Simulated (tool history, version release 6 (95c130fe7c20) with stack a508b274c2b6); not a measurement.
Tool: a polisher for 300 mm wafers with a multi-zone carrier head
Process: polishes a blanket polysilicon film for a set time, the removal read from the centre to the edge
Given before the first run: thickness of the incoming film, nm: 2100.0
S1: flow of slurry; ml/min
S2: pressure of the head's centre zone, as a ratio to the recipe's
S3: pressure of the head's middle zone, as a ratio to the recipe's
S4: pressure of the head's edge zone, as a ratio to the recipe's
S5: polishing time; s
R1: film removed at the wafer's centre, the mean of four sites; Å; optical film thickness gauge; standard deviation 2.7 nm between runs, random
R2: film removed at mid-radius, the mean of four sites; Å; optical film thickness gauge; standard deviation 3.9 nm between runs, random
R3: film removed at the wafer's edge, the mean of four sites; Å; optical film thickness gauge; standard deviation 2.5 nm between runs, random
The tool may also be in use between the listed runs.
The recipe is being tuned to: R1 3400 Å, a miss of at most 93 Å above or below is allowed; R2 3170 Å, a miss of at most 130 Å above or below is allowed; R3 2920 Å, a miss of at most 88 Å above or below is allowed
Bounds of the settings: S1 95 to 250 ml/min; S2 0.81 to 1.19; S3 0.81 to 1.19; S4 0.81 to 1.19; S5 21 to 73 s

{"run": 1, "hour": 0.0, "S1": 160, "S2": 1, "S3": 1, "S4": 1, "S5": 47, "R1": 4691.4, "R2": 4856.5, "R3": 4781.9}
{"run": 2, "hour": 3.4, "S1": 160, "S2": 1, "S3": 1, "S4": 1.04, "S5": 47, "R1": 4711.4, "R2": 4851.5, "R3": 4821.7}
{"run": 3, "hour": 7.2, "S1": 160, "S2": 1, "S3": 1.08, "S4": 1.04, "S5": 47, "R1": 4713.9, "R2": 5094.4, "R3": 4873}
{"run": 4, "hour": 14.9, "S1": 160, "S2": 1, "S3": 1.03, "S4": 1.04, "S5": 47, "R1": 4811.7, "R2": 4888.1, "R3": 4949.3}
{"run": 5, "hour": 22.7, "S1": 160, "S2": 1.01, "S3": 1.02, "S4": 1.02, "S5": 45, "R1": 4561.9, "R2": 4650, "R3": 4621.9}
{"run": 6, "hour": 24.8, "S1": 160, "S2": 1.02, "S3": 1.02, "S4": 1, "S5": 43, "R1": 4452.7, "R2": 4433.7, "R3": 4426.3}
{"run": 7, "hour": 25.8, "S1": 160, "S2": 1.03, "S3": 1.03, "S4": 0.98, "S5": 41, "R1": 4290.2, "R2": 4241.2, "R3": 4142.1}
{"run": 8, "hour": 28.7, "S1": 160, "S2": 1.03, "S3": 1.03, "S4": 0.96, "S5": 40, "R1": 4161.1, "R2": 4182.5, "R3": 3932.5}
{"run": 9, "hour": 34.9, "S1": 160, "S2": 1.03, "S3": 1.02, "S4": 0.95, "S5": 39, "R1": 4065.2, "R2": 4081.5, "R3": 3886.1}
{"run": 10, "hour": 35.7, "S1": 160, "S2": 1.04, "S3": 1.02, "S4": 0.94, "S5": 38, "R1": 3989.5, "R2": 4019.1, "R3": 3752.8}
{"run": 11, "hour": 42.5, "S1": 155, "S2": 1.05, "S3": 1.01, "S4": 0.93, "S5": 37, "R1": 3940.3, "R2": 3793, "R3": 3676.9}
{"run": 12, "hour": 47.6, "S1": 155, "S2": 1.05, "S3": 1.01, "S4": 0.92, "S5": 36, "R1": 3781.4, "R2": 3620.3, "R3": 3559.2}
{"run": 13, "hour": 55.4, "S1": 155, "S2": 1.06, "S3": 1.02, "S4": 0.91, "S5": 35, "R1": 3691.3, "R2": 3646.2, "R3": 3395.3}
{"run": 14, "hour": 58.6, "S1": 150, "S2": 1.07, "S3": 1.02, "S4": 0.9, "S5": 35, "R1": 3688.5, "R2": 3531.1, "R3": 3358.7}
{"run": 15, "hour": 67.5, "S1": 145, "S2": 1.08, "S3": 1.02, "S4": 0.89, "S5": 35, "R1": 3770.6, "R2": 3567.2, "R3": 3322.5}
{"run": 16, "hour": 73.1, "S1": 140, "S2": 1.08, "S3": 1.02, "S4": 0.88, "S5": 35, "R1": 3746.6, "R2": 3641, "R3": 3317.8}
{"run": 17, "hour": 78.3, "S1": 130, "S2": 1.09, "S3": 0.96, "S4": 0.82, "S5": 29, "R1": 3103.7, "R2": 2806.7, "R3": 2647.6}
{"run": 18, "hour": 86.5, "S1": 135, "S2": 1.09, "S3": 0.97, "S4": 0.82, "S5": 29, "R1": 3103.8, "R2": 2871.6, "R3": 2694.1}
{"run": 19, "hour": 87.2, "S1": 140, "S2": 1.09, "S3": 0.97, "S4": 0.82, "S5": 29, "R1": 3097.1, "R2": 2786.3, "R3": 2668.3}
{"run": 20, "hour": 90.0, "S1": 140, "S2": 1.09, "S3": 0.98, "S4": 0.83, "S5": 29, "R1": 3145.2, "R2": 2847.5, "R3": 2684.4}
{"run": 21, "hour": 96.9, "S1": 185, "S2": 1.08, "S3": 1.02, "S4": 0.91, "S5": 29, "R1": 3204.9, "R2": 3048.1, "R3": 2851.4}

Of the 4 settings listed for the next run, only one would bring every result within its allowed miss of target. Which one?
{"run": "A", "hour": 103.8, "S1": 175, "S2": 1.13, "S3": 0.93, "S4": 0.91, "S5": 30, "R1": "?", "R2": "?", "R3": "?"}
{"run": "B", "hour": 103.8, "S1": 160, "S2": 1.03, "S3": 1.03, "S4": 0.98, "S5": 29, "R1": "?", "R2": "?", "R3": "?"}
{"run": "C", "hour": 103.8, "S1": 190, "S2": 1.08, "S3": 0.99, "S4": 0.82, "S5": 31, "R1": "?", "R2": "?", "R3": "?"}
{"run": "D", "hour": 103.8, "S1": 205, "S2": 1.19, "S3": 0.95, "S4": 0.84, "S5": 29, "R1": "?", "R2": "?", "R3": "?"}

move=A R1=3462.6 R2=2882.9 R3=2955.7
move=B R1=3018.5 R2=3009.2 R3=2933.9
move=C R1=3453.2 R2=3167.7 R3=2930.5
move=D R1=3591.9 R2=2883.1 R3=2788.1
A: puts the biggest miss on target and leaves a different result outside tolerance
B: further off than the last run
C: all results in spec
D: takes the result that was furthest off past its target
C meets every target.
